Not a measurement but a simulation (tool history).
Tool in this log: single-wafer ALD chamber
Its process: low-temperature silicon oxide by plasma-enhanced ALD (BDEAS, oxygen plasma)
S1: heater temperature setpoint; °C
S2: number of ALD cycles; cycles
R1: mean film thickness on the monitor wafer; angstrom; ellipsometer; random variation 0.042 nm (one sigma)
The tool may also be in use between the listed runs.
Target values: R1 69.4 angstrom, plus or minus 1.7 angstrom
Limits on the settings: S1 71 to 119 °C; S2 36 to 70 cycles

Run 1, hour 0: S1 95 °C, S2 53 cycles. Result: R1 81.354 angstrom.
Run 2, hour 3.4: S1 95 °C, S2 60 cycles. Result: R1 91.867 angstrom.
Run 3, hour 9.7: S1 86 °C, S2 60 cycles. Result: R1 94.511 angstrom.
Run 4, hour 15: S1 86 °C, S2 66 cycles. Result: R1 105.01 angstrom.
Run 5, hour 18.6: S1 79 °C, S2 66 cycles. Result: R1 106.97 angstrom.
Run 6, hour 27.3: S1 79 °C, S2 70 cycles. Result: R1 111.72 angstrom.
Run 7, hour 30.5: S1 82 °C, S2 65 cycles. Result: R1 104.41 angstrom.
Run 8, hour 33.8: S1 94 °C, S2 57 cycles. Result: R1 88.827 angstrom.
Run 9, hour 41.2: S1 95 °C, S2 55 cycles. Result: R1 85.875 angstrom.
Run 10, hour 50: S1 96 °C, S2 53 cycles. Result: R1 81.615 angstrom.
Run 11, hour 52.1: S1 97 °C, S2 52 cycles. Result: R1 80.374 angstrom.
Run 12, hour 54.2: S1 98 °C, S2 51 cycles. Result: R1 78.367 angstrom.
Run 13, hour 61.9: S1 99 °C, S2 50 cycles. Result: R1 76.444 angstrom.
Run 14, hour 63.8: S1 100 °C, S2 49 cycles. Result: R1 74.707 angstrom.
Run 15, hour 66.7: S1 101 °C, S2 48 cycles. Result: R1 73.431 angstrom.
Run 16, hour 74.4: S1 102 °C, S2 48 cycles. Result: R1 73.606 angstrom.

Which of these 5 next moves meets every target?
Run A, hour 82.1: S1 105 °C, S2 49 cycles. Result: R1 ?.
Run B, hour 82.1: S1 107 °C, S2 46 cycles. Result: R1 ?.
Run C, hour 82.1: S1 97 °C, S2 48 cycles. Result: R1 ?.
Run D, hour 82.1: S1 106 °C, S2 52 cycles. Result: R1 ?.
Run E, hour 82.1: S1 94 °C, S2 53 cycles. Result: R1 ?.

move      R1
   A  75.011
   B  70.192
   C  74.429
   D  79.475
   E  82.758
A: the biggest miss grows against the last run
B: every result lands within tolerance
C: the biggest miss grows against the last run
D: the biggest miss grows against the last run
E: the biggest miss grows against the last run
Go with B: it meets all targets.
